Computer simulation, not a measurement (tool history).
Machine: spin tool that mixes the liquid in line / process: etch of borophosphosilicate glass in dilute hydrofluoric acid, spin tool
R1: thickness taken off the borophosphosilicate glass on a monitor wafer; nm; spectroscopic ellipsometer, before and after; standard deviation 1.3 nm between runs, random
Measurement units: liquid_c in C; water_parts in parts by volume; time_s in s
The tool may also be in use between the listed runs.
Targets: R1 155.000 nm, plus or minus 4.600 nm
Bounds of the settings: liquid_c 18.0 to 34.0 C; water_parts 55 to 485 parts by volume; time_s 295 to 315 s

run 1 hour=0.0 | liquid_c=26.0 water_parts=270 time_s=295 | R1=64.823
run 2 hour=3.9 | liquid_c=26.0 water_parts=270 time_s=295 | R1=64.310
run 3 hour=6.6 | liquid_c=26.0 water_parts=195 time_s=295 | R1=96.214
run 4 hour=10.9 | liquid_c=28.5 water_parts=195 time_s=295 | R1=106.840
run 5 hour=14.5 | liquid_c=28.5 water_parts=195 time_s=315 | R1=112.850
run 6 hour=19.5 | liquid_c=25.0 water_parts=195 time_s=315 | R1=101.150
run 7 hour=24.0 | liquid_c=26.5 water_parts=190 time_s=315 | R1=110.490
run 8 hour=32.7 | liquid_c=28.0 water_parts=185 time_s=315 | R1=120.320
run 9 hour=37.5 | liquid_c=29.0 water_parts=185 time_s=315 | R1=122.700
run 10 hour=43.6 | liquid_c=30.0 water_parts=180 time_s=315 | R1=132.160
run 11 hour=50.5 | liquid_c=31.0 water_parts=180 time_s=315 | R1=137.930
run 12 hour=58.5 | liquid_c=31.5 water_parts=180 time_s=315 | R1=139.960
run 13 hour=65.4 | liquid_c=32.0 water_parts=180 time_s=315 | R1=143.540
run 14 hour=74.1 | liquid_c=32.5 water_parts=180 time_s=315 | R1=144.100
run 15 hour=79.7 | liquid_c=34.0 water_parts=170 time_s=315 | R1=163.670
run 16 hour=83.5 | liquid_c=33.5 water_parts=170 time_s=315 | R1=159.220

Which of these 5 next moves meets every target?
run A hour=87.3 | liquid_c=32.0 water_parts=160 time_s=315 | R1=?
run B hour=87.3 | liquid_c=34.0 water_parts=170 time_s=315 | R1=?
run C hour=87.3 | liquid_c=30.5 water_parts=170 time_s=315 | R1=?
run D hour=87.3 | liquid_c=29.5 water_parts=150 time_s=315 | R1=?
run E hour=87.3 | liquid_c=34.0 water_parts=170 time_s=300 | R1=?

move=A R1=165.780
move=B R1=164.860
move=C R1=146.100
move=D R1=163.960
move=E R1=157.010
A: further off than the last run
B: further off than the last run
C: takes the biggest miss from the last run beyond its target
D: further off than the last run
E: in spec on every target
Correct choice: E, which meets every target
